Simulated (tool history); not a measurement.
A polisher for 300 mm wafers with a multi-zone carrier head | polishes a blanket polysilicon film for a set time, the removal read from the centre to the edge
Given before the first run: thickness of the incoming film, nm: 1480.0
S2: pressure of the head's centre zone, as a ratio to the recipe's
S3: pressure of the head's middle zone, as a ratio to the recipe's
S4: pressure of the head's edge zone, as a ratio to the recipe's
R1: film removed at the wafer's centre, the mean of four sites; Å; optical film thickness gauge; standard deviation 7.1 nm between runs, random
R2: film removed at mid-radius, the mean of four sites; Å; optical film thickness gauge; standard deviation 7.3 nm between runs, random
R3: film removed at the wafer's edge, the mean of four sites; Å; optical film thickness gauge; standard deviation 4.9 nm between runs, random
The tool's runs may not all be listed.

Run 1, hour 0.0: flow of slurry (ml/min) 235, S2 1.00, S3 1.00, S4 1.00, polishing time (s) 56. Result: R1 5642.2 Å, R2 5473.7 Å, R3 5571.9 Å.
Run 2, hour 5.1: flow of slurry (ml/min) 235, S2 1.00, S3 1.00, S4 1.00, polishing time (s) 42. Result: R1 4230.1 Å, R2 4070.0 Å, R3 4181.9 Å.
Run 3, hour 5.7: flow of slurry (ml/min) 285, S2 1.00, S3 1.00, S4 1.00, polishing time (s) 42. Result: R1 4291.0 Å, R2 4130.4 Å, R3 4154.5 Å.
Run 4, hour 10.8: flow of slurry (ml/min) 285, S2 1.01, S3 1.03, S4 1.02, polishing time (s) 48. Result: R1 4995.6 Å, R2 4854.8 Å, R3 4832.0 Å.
Run 5, hour 11.6: flow of slurry (ml/min) 290, S2 1.01, S3 1.06, S4 1.04, polishing time (s) 52. Result: R1 5360.9 Å, R2 5431.5 Å, R3 5344.7 Å.
Run 6, hour 14.5: flow of slurry (ml/min) 295, S2 1.02, S3 1.09, S4 1.05, polishing time (s) 55. Result: R1 5792.5 Å, R2 5934.0 Å, R3 5713.1 Å.

Forecast run 7:
Run 7, hour 18.9: flow of slurry (ml/min) 300, S2 1.03, S3 1.11, S4 1.06, polishing time (s) 58. Result: R1 ?, R2 ?, R3 ?.

R1: 6131.0 Å
R2: 6357.4 Å
R3: 5896.7 Å
